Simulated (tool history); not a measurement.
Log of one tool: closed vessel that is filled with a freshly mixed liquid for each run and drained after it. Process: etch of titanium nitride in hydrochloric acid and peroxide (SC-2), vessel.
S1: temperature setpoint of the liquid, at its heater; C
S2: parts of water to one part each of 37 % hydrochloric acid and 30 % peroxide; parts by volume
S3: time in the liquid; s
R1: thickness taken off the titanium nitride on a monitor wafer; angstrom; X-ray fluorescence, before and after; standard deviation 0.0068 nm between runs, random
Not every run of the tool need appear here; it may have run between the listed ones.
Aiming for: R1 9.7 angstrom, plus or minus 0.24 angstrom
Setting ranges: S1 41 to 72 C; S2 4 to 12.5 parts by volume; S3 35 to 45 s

{"run": 1, "day": 0.0, "S1": 57, "S2": 7, "S3": 45, "R1": 35.114}
{"run": 2, "day": 0.204, "S1": 50, "S2": 7, "S3": 45, "R1": 21.778}
{"run": 3, "day": 0.446, "S1": 50, "S2": 4.5, "S3": 45, "R1": 30.479}
{"run": 4, "day": 0.608, "S1": 50, "S2": 4.5, "S3": 45, "R1": 30.385}
{"run": 5, "day": 0.983, "S1": 48.5, "S2": 5, "S3": 45, "R1": 25.224}
{"run": 6, "day": 1.154, "S1": 48.5, "S2": 4, "S3": 45, "R1": 29.142}
{"run": 7, "day": 1.425, "S1": 41, "S2": 7, "S3": 45, "R1": 11.889}
{"run": 8, "day": 1.467, "S1": 41, "S2": 8, "S3": 45, "R1": 10.553}
{"run": 9, "day": 1.812, "S1": 41, "S2": 8.5, "S3": 45, "R1": 10.082}

5 candidate next runs follow, results not yet known. Just one meets every target within its allowed miss. Identify it.
{"run": "A", "day": 2.158, "S1": 41.5, "S2": 8.5, "S3": 45, "R1": "?"}
{"run": "B", "day": 2.158, "S1": 42.5, "S2": 9.5, "S3": 45, "R1": "?"}
{"run": "C", "day": 2.158, "S1": 41.5, "S2": 8, "S3": 40, "R1": "?"}
{"run": "D", "day": 2.158, "S1": 43.5, "S2": 8.5, "S3": 40, "R1": "?"}
{"run": "E", "day": 2.158, "S1": 41.5, "S2": 7, "S3": 40, "R1": "?"}

move=A R1=10.372
move=B R1=10.158
move=C R1=9.6806
move=D R1=10.603
move=E R1=10.756
A: its largest miss is bigger than the last run's
B: its largest miss is bigger than the last run's
C: in spec on every target
D: its largest miss is bigger than the last run's
E: its largest miss is bigger than the last run's
Move C is the one to make.
